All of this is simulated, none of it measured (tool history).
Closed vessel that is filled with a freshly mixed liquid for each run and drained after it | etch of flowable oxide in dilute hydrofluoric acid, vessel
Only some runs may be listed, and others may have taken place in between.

| run | day | temperature setpoint of the liquid (K) | parts of water to one part of 49 % hydrofluoric acid (parts by volume) | time in the liquid (s) | thickness taken off the flowable oxide on a monitor wafer (nm) |
|---|---|---|---|---|---|
| 1 | 0.000 | 299.15 | 55 | 30 | 12.872 |
| 2 | 0.175 | 299.15 | 55 | 30 | 12.805 |
| 3 | 0.417 | 299.15 | 55 | 30 | 12.857 |
| 4 | 0.512 | 301.65 | 45 | 30 | 17.702 |
| 5 | 0.808 | 301.65 | 60 | 30 | 13.113 |
| 6 | 1.092 | 303.65 | 45 | 30 | 19.042 |
| 7 | 1.304 | 304.65 | 35 | 30 | 25.871 |
| 8 | 1.658 | 305.65 | 30 | 30 | 31.987 |
| 9 | 1.733 | 306.15 | 25 | 30 | 39.107 |
| 10 | 2.025 | 307.15 | 20 | 30 | 51.516 |

What will run 11 give?
| 11 | 2.296 | 306.65 | 20 | 30 | ? |

{"run 11": {"thickness taken off the flowable oxide on a monitor wafer (nm)": 50.428}}
